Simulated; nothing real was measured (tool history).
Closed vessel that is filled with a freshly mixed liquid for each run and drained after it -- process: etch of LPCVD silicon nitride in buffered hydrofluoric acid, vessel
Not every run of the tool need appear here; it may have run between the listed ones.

run  hour  temperature setpoint of the liquid (K)  parts of 40 % ammonium fluoride to one part of 49 % hydrofluoric acid (parts by volume)  time in the liquid (s)  thickness taken off the LPCVD silicon nitride on a monitor wafer (Å)
  1   0.0                                  295.15                                                                                      8.5                     865                                                                127.88
  2   1.6                                  295.15                                                                                      8.5                     865                                                                129.03
  3  11.3                                  295.15                                                                                      8.5                     865                                                                127.08
  4  18.8                                  297.65                                                                                      7.5                     865                                                                166.43
  5  27.8                                  299.65                                                                                      7.0                     865                                                                201.33
  6  35.1                                  300.65                                                                                      6.5                     865                                                                228.34
  7  42.6                                  301.65                                                                                      6.0                     865                                                                255.68

Predict the results of run 8:
  8  51.8                                  303.15                                                                                      5.5                     865                                                                     ?

Run 8 came out at thickness taken off the LPCVD silicon nitride on a monitor wafer (Å) 298.68.
